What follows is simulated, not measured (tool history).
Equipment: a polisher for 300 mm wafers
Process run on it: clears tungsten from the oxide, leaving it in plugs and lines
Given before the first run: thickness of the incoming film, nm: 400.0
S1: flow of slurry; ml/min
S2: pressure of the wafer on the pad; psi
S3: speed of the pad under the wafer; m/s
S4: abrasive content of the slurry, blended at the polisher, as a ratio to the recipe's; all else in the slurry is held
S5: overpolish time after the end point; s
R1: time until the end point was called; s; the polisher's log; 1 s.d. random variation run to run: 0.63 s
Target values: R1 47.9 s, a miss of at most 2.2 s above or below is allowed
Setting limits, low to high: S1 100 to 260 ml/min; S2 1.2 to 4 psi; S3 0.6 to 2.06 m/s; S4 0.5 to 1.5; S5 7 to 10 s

{"run": 1, "hour": 0.0, "S1": 165, "S2": 2.6, "S3": 1.32, "S4": 1, "S5": 10, "R1": 79.58}
{"run": 2, "hour": 8.7, "S1": 140, "S2": 2.6, "S3": 1.32, "S4": 1, "S5": 10, "R1": 81.558}
{"run": 3, "hour": 13.9, "S1": 140, "S2": 2.9, "S3": 1.34, "S4": 1, "S5": 10, "R1": 71.145}
{"run": 4, "hour": 19.6, "S1": 140, "S2": 2.9, "S3": 1.34, "S4": 1, "S5": 10, "R1": 72.476}
{"run": 5, "hour": 28.1, "S1": 145, "S2": 3.2, "S3": 1.36, "S4": 1, "S5": 10, "R1": 63.369}
{"run": 6, "hour": 30.0, "S1": 145, "S2": 3.2, "S3": 1.36, "S4": 1, "S5": 10, "R1": 65.248}
{"run": 7, "hour": 33.7, "S1": 145, "S2": 3.2, "S3": 1.36, "S4": 1, "S5": 10, "R1": 64.68}
{"run": 8, "hour": 41.5, "S1": 145, "S2": 3.4, "S3": 1.38, "S4": 1, "S5": 10, "R1": 59.833}
{"run": 9, "hour": 47.3, "S1": 145, "S2": 3.6, "S3": 1.4, "S4": 1, "S5": 10, "R1": 55.616}

Exactly one of the 5 candidate moves below puts every result within its allowed miss. Which one?
{"run": "A", "hour": 53.1, "S1": 150, "S2": 3.4, "S3": 1.28, "S4": 1, "S5": 10, "R1": "?"}
{"run": "B", "hour": 53.1, "S1": 105, "S2": 4, "S3": 1.12, "S4": 0.95, "S5": 10, "R1": "?"}
{"run": "C", "hour": 53.1, "S1": 155, "S2": 4, "S3": 1.52, "S4": 0.85, "S5": 7, "R1": "?"}
{"run": "D", "hour": 53.1, "S1": 170, "S2": 3.4, "S3": 1.32, "S4": 1, "S5": 7, "R1": "?"}
{"run": "E", "hour": 53.1, "S1": 155, "S2": 3.3, "S3": 1.26, "S4": 1.05, "S5": 9, "R1": "?"}

move=A R1=63.312
move=B R1=67.866
move=C R1=47.806
move=D R1=60.093
move=E R1=64.797
A: moves away from the targets compared with the last run
B: moves away from the targets compared with the last run
C: hits every target within its allowed miss
D: moves away from the targets compared with the last run
E: moves away from the targets compared with the last run
Go with C: it meets all targets.
